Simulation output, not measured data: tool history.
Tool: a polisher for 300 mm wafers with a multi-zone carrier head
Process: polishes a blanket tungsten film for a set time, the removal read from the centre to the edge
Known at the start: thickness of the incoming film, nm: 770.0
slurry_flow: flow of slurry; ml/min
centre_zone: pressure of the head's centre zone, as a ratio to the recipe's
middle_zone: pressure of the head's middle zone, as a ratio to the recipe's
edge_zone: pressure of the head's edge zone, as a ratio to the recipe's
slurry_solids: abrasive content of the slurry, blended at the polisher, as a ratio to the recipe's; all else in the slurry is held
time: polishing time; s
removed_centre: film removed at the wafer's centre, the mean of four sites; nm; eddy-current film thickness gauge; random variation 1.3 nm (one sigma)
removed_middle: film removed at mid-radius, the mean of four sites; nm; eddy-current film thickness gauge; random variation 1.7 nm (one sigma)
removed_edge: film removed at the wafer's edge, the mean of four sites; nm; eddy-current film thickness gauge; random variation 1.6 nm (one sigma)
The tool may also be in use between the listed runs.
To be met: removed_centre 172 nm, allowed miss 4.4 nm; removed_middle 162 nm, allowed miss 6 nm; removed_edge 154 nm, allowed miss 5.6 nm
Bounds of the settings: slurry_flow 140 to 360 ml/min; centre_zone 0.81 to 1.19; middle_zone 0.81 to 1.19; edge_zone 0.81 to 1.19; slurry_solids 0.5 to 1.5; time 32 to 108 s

run  hour  slurry_flow  centre_zone  middle_zone  edge_zone  slurry_solids  time  removed_centre  removed_middle  removed_edge
  1     0          230            1            1          1              1    70          214.01          216.83        213.15
  2   5.6          230            1         0.99       0.98           0.95    69          208.72           210.6        204.78
  3    13          285            1         0.99       0.98           0.95    69          213.17          215.56        208.79
  4  21.2          285            1         0.99       0.98           0.95    86          265.02          263.67        258.09
  5  28.8          285            1         0.99       0.89           0.95    86          267.37          264.57        249.81
  6  34.1          285            1         0.99       0.89           0.75    86           254.8          255.17        241.73
  7  39.3          285         1.01         0.99       0.88            0.7    82          238.63          241.61        223.64
  8  48.3          285         1.01         0.98       0.88            0.7    79          235.58          228.58         216.7
  9  53.2          285         1.01         0.98       0.87            0.7    76          223.22          216.86        205.23
 10    61          285         1.01         0.98       0.87            0.7    74          217.71          212.02        197.68
 11    70          255         0.99         0.91       0.81            0.5    61          161.97          154.43        149.49
 12  77.5          260         0.99         0.91       0.81            0.5    61          164.96          155.93        148.94
 13  85.7          265         0.99         0.91       0.81            0.5    61          166.12          158.01         147.4

Which of these 4 next moves meets every target?
  A  93.9          320         1.08         0.93       0.87            0.5    55               ?               ?             ?
  B  93.9          225            1         0.86       0.83            0.6    65               ?               ?             ?
  C  93.9          360         1.03         0.95       0.88           0.55    58               ?               ?             ?
  D  93.9          360         1.11         1.03       0.81           0.65    53               ?               ?             ?

move  removed_centre  removed_middle  removed_edge
   A          164.18          146.77        139.84
   B          177.17          162.91         162.5
   C          169.85          161.53        151.88
   D          172.65           161.3        138.24
A: further off than the last run
B: takes the result that was furthest off past its target
C: meets every target
D: brings the result that was furthest off to its target, and leaves another outside
Answer: C

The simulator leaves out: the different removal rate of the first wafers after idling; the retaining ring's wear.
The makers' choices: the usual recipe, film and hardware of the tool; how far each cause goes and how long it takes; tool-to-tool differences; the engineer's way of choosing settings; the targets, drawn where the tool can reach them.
